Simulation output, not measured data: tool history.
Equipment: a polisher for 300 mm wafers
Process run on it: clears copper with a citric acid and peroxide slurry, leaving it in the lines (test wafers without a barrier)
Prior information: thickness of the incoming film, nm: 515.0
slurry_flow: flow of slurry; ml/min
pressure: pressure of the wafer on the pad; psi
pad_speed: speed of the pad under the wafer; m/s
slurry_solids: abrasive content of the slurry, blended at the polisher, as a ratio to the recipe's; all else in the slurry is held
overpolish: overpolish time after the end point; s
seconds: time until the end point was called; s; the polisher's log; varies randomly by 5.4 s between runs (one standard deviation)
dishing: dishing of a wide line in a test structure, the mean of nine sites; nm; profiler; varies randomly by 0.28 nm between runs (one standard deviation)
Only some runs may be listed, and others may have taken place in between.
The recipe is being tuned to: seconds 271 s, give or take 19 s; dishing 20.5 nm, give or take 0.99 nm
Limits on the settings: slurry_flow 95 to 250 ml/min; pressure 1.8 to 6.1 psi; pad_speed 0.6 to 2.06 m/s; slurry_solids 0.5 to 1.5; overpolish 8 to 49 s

run 1 day=0 | slurry_flow=160 pressure=3.9 pad_speed=1.32 slurry_solids=1 overpolish=25 | seconds=150.1 dishing=66.962
run 2 day=0.021 | slurry_flow=160 pressure=3.7 pad_speed=1.24 slurry_solids=1 overpolish=22 | seconds=163.3 dishing=53.285
run 3 day=0.288 | slurry_flow=165 pressure=3.5 pad_speed=1.16 slurry_solids=1 overpolish=20 | seconds=178.4 dishing=44.199
run 4 day=0.333 | slurry_flow=170 pressure=3.3 pad_speed=1.1 slurry_solids=1 overpolish=19 | seconds=198.86 dishing=38.945
run 5 day=0.446 | slurry_flow=170 pressure=3.2 pad_speed=1.08 slurry_solids=1 overpolish=18 | seconds=196.82 dishing=35.512
run 6 day=0.5 | slurry_flow=170 pressure=3 pad_speed=1.06 slurry_solids=1 overpolish=17 | seconds=216.01 dishing=31.92
run 7 day=0.829 | slurry_flow=175 pressure=2.8 pad_speed=1.06 slurry_solids=1 overpolish=16 | seconds=232.2 dishing=29.255
run 8 day=1.042 | slurry_flow=175 pressure=2.7 pad_speed=1.04 slurry_solids=1 overpolish=15 | seconds=235.99 dishing=26.402
run 9 day=1.067 | slurry_flow=175 pressure=2.6 pad_speed=1.04 slurry_solids=1 overpolish=15 | seconds=248.63 dishing=25.401
run 10 day=1.112 | slurry_flow=175 pressure=2.5 pad_speed=1.04 slurry_solids=1 overpolish=14 | seconds=255.57 dishing=22.808
run 11 day=1.267 | slurry_flow=170 pressure=2.5 pad_speed=1.04 slurry_solids=1 overpolish=14 | seconds=258.3 dishing=23.229

Consider the 4 candidate settings below. Which is the only one whose results all fall within their allowed miss of target?
run A day=1.421 | slurry_flow=160 pressure=2.6 pad_speed=0.9 slurry_solids=1.05 overpolish=15 | seconds=? dishing=?
run B day=1.421 | slurry_flow=125 pressure=2.9 pad_speed=1.08 slurry_solids=1 overpolish=16 | seconds=? dishing=?
run C day=1.421 | slurry_flow=220 pressure=2.7 pad_speed=0.94 slurry_solids=0.95 overpolish=17 | seconds=? dishing=?
run D day=1.421 | slurry_flow=165 pressure=2.2 pad_speed=1.12 slurry_solids=0.9 overpolish=13 | seconds=? dishing=?

move=A seconds=281.4 dishing=23.178
move=B seconds=236.18 dishing=29.053
move=C seconds=256.47 dishing=28.429
move=D seconds=273.08 dishing=20.764
A: neither nearer nor further off than the last run
B: its largest miss is bigger than the last run's
C: its largest miss is bigger than the last run's
D: every result within its allowed miss
D is the move that brings every result within its allowed miss.
